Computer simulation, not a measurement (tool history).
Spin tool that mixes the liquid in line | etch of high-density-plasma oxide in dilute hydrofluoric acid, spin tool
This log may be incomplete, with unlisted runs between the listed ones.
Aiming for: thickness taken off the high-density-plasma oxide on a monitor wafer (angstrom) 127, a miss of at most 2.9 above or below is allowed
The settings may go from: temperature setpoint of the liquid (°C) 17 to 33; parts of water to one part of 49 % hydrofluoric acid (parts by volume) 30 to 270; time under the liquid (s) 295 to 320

run	day	temperature setpoint of the liquid (°C)	parts of water to one part of 49 % hydrofluoric acid (parts by volume)	time under the liquid (s)	thickness taken off the high-density-plasma oxide on a monitor wafer (angstrom)
1	0	25	150	295	98.979
2	0.158	25	170	295	84.601
3	0.375	25	170	295	84.28
4	0.533	25	170	320	92.304
5	0.7	21.5	170	320	80.096
6	0.75	18.5	170	320	71.22
7	0.912	22.5	165	320	87.188
8	0.95	24	165	320	91.249
9	1.008	25.5	165	320	96.037
10	1.046	29.5	160	320	116.73

Exercise: of the 4 proposed moves below, exactly one satisfies all targets within the stated allowed misses. Which move is it?
A	1.083	22	120	315	?
B	1.083	30.5	150	315	?
C	1.083	30.5	170	295	?
D	1.083	31	170	295	?

move	thickness taken off the high-density-plasma oxide on a monitor wafer (angstrom)
A	120.77
B	128.38
C	103.35
D	105.18
A: better than the last run, though not everything is in spec
B: meets every target
C: further off than the last run
D: further off than the last run
Move B is the one to make.
